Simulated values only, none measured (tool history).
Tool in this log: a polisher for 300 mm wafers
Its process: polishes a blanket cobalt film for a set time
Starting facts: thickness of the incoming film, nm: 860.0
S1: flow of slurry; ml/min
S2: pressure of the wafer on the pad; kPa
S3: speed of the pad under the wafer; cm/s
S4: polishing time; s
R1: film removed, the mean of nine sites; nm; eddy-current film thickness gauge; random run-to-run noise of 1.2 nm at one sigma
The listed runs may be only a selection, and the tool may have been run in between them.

run    day   S1    S2   S3  S4      R1
  1      0  165  15.9  114  61  326.02
  2    0.2  160  15.2  112  61  307.22
  3  0.417  160  14.5  108  61  285.01
  4  0.646  160  13.8  106  61  264.44
  5  0.679  160  13.1  104  61  248.13
  6  0.808  160  13.1  126  61  298.72
  7  1.042  160  12.4  122  61     276
  8  1.133  160  12.4  122  61  271.12
  9  1.229  160  11.7  118  61  248.19
 10  1.312  135   7.6   90  61  122.76
 11  1.388  140   7.6   90  61  123.26
 12  1.433  145   7.6   90  61   124.8
 13  1.467  150   7.6   90  61  125.37
 14  1.633  190   9.7   90  61  164.42
 15  1.821  185   9.7   90  61  163.76
 16    1.9  155   7.6   90  61  126.09
 17  1.933  160   7.6   90  61  126.14
 18  2.025  165   7.6   90  61  128.16

For run 19, what comes out?
 19  2.212  170  7.6  90  61   ?

For run 19 the tool returned R1 128.85 nm.
